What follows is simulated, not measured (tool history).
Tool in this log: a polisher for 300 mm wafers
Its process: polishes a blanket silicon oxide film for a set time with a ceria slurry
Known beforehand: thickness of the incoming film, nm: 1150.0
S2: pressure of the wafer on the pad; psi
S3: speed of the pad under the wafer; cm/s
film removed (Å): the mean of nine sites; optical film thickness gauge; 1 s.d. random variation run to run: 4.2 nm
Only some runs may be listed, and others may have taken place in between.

Run 1, hour 0.0: flow of slurry (ml/min) 170, S2 3.9 psi, S3 94 cm/s, polishing time (s) 54. Result: film removed (Å) 2997.6.
Run 2, hour 1.9: flow of slurry (ml/min) 170, S2 3.9 psi, S3 104 cm/s, polishing time (s) 54. Result: film removed (Å) 3283.3.
Run 3, hour 8.4: flow of slurry (ml/min) 170, S2 2.9 psi, S3 104 cm/s, polishing time (s) 54. Result: film removed (Å) 2505.7.
Run 4, hour 15.0: flow of slurry (ml/min) 180, S2 3.6 psi, S3 104 cm/s, polishing time (s) 54. Result: film removed (Å) 3087.2.
Run 5, hour 19.2: flow of slurry (ml/min) 180, S2 3.6 psi, S3 90 cm/s, polishing time (s) 54. Result: film removed (Å) 2737.9.
Run 6, hour 23.9: flow of slurry (ml/min) 195, S2 4.1 psi, S3 90 cm/s, polishing time (s) 54. Result: film removed (Å) 3133.0.
Run 7, hour 26.3: flow of slurry (ml/min) 205, S2 4.6 psi, S3 90 cm/s, polishing time (s) 54. Result: film removed (Å) 3540.5.
Run 8, hour 33.0: flow of slurry (ml/min) 210, S2 5.0 psi, S3 90 cm/s, polishing time (s) 54. Result: film removed (Å) 3813.7.

Predict the results of run 9:
Run 9, hour 38.4: flow of slurry (ml/min) 215, S2 5.3 psi, S3 92 cm/s, polishing time (s) 54. Result: film removed (Å) ?.

film removed (Å): 4152.5

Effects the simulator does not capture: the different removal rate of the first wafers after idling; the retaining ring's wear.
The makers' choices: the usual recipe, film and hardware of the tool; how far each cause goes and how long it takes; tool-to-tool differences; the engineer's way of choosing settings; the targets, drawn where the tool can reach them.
